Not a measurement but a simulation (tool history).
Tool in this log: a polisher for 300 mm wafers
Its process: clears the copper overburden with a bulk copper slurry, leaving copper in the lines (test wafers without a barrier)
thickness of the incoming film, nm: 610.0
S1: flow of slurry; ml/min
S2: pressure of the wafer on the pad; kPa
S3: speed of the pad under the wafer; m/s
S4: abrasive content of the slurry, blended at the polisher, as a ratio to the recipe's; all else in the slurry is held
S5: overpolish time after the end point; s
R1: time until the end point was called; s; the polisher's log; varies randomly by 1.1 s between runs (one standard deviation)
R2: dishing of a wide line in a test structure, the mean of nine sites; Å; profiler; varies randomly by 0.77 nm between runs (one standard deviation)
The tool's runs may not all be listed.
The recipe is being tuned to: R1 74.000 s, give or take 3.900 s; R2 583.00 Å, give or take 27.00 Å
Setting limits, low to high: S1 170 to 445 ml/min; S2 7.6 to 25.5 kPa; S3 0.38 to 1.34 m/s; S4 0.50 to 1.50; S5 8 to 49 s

run,hour,S1,S2,S3,S4,S5,R1,R2
1,0.0,285,16.5,0.86,1.00,25,76.836,976.83
2,1.6,285,16.5,0.86,1.00,30,74.538,1088.10
3,2.2,285,15.2,0.94,1.00,26,73.376,998.26
4,5.2,285,13.8,1.00,1.00,22,76.283,852.34
5,7.1,285,13.8,1.00,1.00,31,75.619,1024.50
6,12.6,280,13.1,1.06,1.00,27,75.903,974.81
7,19.7,310,12.4,1.08,1.05,23,77.177,861.47
8,26.2,305,11.7,1.14,1.00,20,79.403,781.25
9,29.8,305,11.0,1.18,1.00,18,78.945,694.77
10,37.1,305,11.0,1.20,0.95,17,78.883,697.91
11,40.3,305,11.0,1.22,0.95,15,77.365,641.83

Of the 4 settings listed for the next run, only one would bring every result within its allowed miss of target. Which one?
A,43.5,305,12.4,1.18,0.90,14,?,?
B,43.5,385,11.0,1.18,1.20,15,?,?
C,43.5,285,11.0,1.34,0.75,13,?,?
D,43.5,290,11.0,1.16,1.00,17,?,?

move,R1,R2
A,72.968,642.05
B,75.363,650.29
C,74.128,592.60
D,81.174,674.28
A: neither nearer nor further off than the last run
B: the biggest miss grows against the last run
C: all results land within tolerance of their targets
D: the biggest miss grows against the last run
Go with C: it meets all targets.

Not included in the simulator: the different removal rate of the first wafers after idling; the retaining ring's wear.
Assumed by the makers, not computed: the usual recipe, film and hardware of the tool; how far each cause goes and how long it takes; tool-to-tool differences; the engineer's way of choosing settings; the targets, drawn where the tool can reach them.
